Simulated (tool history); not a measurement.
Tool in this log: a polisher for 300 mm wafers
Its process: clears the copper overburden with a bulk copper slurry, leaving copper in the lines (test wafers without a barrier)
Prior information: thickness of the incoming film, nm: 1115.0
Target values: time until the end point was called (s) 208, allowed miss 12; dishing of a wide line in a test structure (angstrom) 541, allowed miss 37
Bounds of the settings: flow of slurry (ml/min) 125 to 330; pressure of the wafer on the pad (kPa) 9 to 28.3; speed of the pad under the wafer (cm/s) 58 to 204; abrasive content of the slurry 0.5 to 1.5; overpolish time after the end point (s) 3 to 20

run	hour	flow of slurry (ml/min)	pressure of the wafer on the pad (kPa)	speed of the pad under the wafer (cm/s)	abrasive content of the slurry	overpolish time after the end point (s)	time until the end point was called (s)	dishing of a wide line in a test structure (angstrom)
1	0	210	18.6	130	1	10	112.61	621.42
2	5.9	210	18.6	130	1.2	10	109.21	630.72
3	11.7	210	15.9	130	1.2	10	123.69	553.1
4	18.3	210	14.5	126	1.2	11	139.8	566.08
5	24.9	210	13.8	124	1.2	12	148.38	547.72
6	28.9	180	13.8	124	1.2	12	150.46	527.89
7	37.9	175	13.1	124	1.2	13	159.18	573.4
8	42.1	175	13.1	124	1.2	13	161.68	549.7
9	46.6	170	12.4	124	1.2	14	161	546.95
10	50.9	170	11.7	122	1.2	15	170.77	543.99
11	59.1	170	11	120	1.2	16	191.16	558.91

Next run, 5 choices. One meets every target within its allowed miss, the rest don't. Which?
A	67.3	230	14.5	72	1.2	18	?	?
B	67.3	220	11.7	80	1.3	20	?	?
C	67.3	225	10.3	90	1.25	20	?	?
D	67.3	130	11.7	94	1.35	19	?	?
E	67.3	150	9	130	1.2	18	?	?

move	time until the end point was called (s)	dishing of a wide line in a test structure (angstrom)
A	234.26	519.95
B	251.4	524.41
C	250.85	518.95
D	232.85	534.75
E	211.94	535.96
A: the result that was furthest off in the last run now lies on the other side of its target
B: the result that was furthest off in the last run now lies on the other side of its target
C: the result that was furthest off in the last run now lies on the other side of its target
D: the result that was furthest off in the last run now lies on the other side of its target
E: each result inside its tolerance
Go with E: it meets all targets.
